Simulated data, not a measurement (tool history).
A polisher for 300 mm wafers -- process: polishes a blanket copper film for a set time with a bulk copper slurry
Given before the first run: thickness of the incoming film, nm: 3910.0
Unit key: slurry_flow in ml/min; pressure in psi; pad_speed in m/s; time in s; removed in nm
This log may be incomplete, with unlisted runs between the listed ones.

run  hour  slurry_flow  pressure  pad_speed  slurry_solids  time  removed
  1   0.0          250       2.8       1.08            1.0    48   548.67
  2   4.6          250       2.8       1.08            1.1    48   539.58
  3   6.6          250       3.0       1.08            1.1    48   583.89
  4   9.7          250       3.2       1.08            1.1    48   632.88
  5  18.7          250       3.3       1.08            1.1    48   629.55
  6  23.7          250       2.8       1.08            1.1    48   553.57
  7  26.9          250       3.0       1.10            1.1    48   602.77
  8  28.5          250       3.2       1.10            1.1    48   632.27

What will run 9 give?
  9  35.4          250       3.3       1.12            1.1    48        ?

Run 9 measured removed 650.91 nm.
